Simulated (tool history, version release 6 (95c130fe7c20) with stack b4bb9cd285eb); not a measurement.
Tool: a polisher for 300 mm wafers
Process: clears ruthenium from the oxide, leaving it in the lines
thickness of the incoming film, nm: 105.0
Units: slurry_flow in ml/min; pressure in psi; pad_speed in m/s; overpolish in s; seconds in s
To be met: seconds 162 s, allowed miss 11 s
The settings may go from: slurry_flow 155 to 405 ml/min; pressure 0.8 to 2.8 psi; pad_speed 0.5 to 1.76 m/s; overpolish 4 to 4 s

Run 1, hour 0: slurry_flow 260 ml/min, pressure 1.8 psi, pad_speed 1.12 m/s, overpolish 4 s. Result: seconds 90.791 s.
Run 2, hour 2.3: slurry_flow 225 ml/min, pressure 1.8 psi, pad_speed 1.12 m/s, overpolish 4 s. Result: seconds 92.503 s.
Run 3, hour 5.9: slurry_flow 225 ml/min, pressure 1.7 psi, pad_speed 1.1 m/s, overpolish 4 s. Result: seconds 97.085 s.
Run 4, hour 7.4: slurry_flow 225 ml/min, pressure 1.7 psi, pad_speed 1.1 m/s, overpolish 4 s. Result: seconds 98.443 s.
Run 5, hour 13.1: slurry_flow 225 ml/min, pressure 1.7 psi, pad_speed 1.1 m/s, overpolish 4 s. Result: seconds 97.698 s.
Run 6, hour 17.3: slurry_flow 225 ml/min, pressure 1.6 psi, pad_speed 1.08 m/s, overpolish 4 s. Result: seconds 105.45 s.
Run 7, hour 18.5: slurry_flow 225 ml/min, pressure 1.5 psi, pad_speed 1.08 m/s, overpolish 4 s. Result: seconds 113.07 s.
Run 8, hour 23.2: slurry_flow 225 ml/min, pressure 1.4 psi, pad_speed 1.08 m/s, overpolish 4 s. Result: seconds 121.05 s.
Run 9, hour 25.9: slurry_flow 225 ml/min, pressure 1.2 psi, pad_speed 1.06 m/s, overpolish 4 s. Result: seconds 142.86 s.

Which of these 5 next moves meets every target?
Run A, hour 28.6: slurry_flow 305 ml/min, pressure 1.1 psi, pad_speed 0.94 m/s, overpolish 4 s. Result: seconds ?.
Run B, hour 28.6: slurry_flow 210 ml/min, pressure 1.3 psi, pad_speed 1 m/s, overpolish 4 s. Result: seconds ?.
Run C, hour 28.6: slurry_flow 240 ml/min, pressure 1.2 psi, pad_speed 1.12 m/s, overpolish 4 s. Result: seconds ?.
Run D, hour 28.6: slurry_flow 260 ml/min, pressure 1.4 psi, pad_speed 0.94 m/s, overpolish 4 s. Result: seconds ?.
Run E, hour 28.6: slurry_flow 285 ml/min, pressure 1.4 psi, pad_speed 0.92 m/s, overpolish 4 s. Result: seconds ?.

move  seconds
   A   159.59
   B   135.47
   C    131.5
   D      130
   E   131.08
A: meets every target
B: further off than the last run
C: further off than the last run
D: further off than the last run
E: further off than the last run
The right move is A.

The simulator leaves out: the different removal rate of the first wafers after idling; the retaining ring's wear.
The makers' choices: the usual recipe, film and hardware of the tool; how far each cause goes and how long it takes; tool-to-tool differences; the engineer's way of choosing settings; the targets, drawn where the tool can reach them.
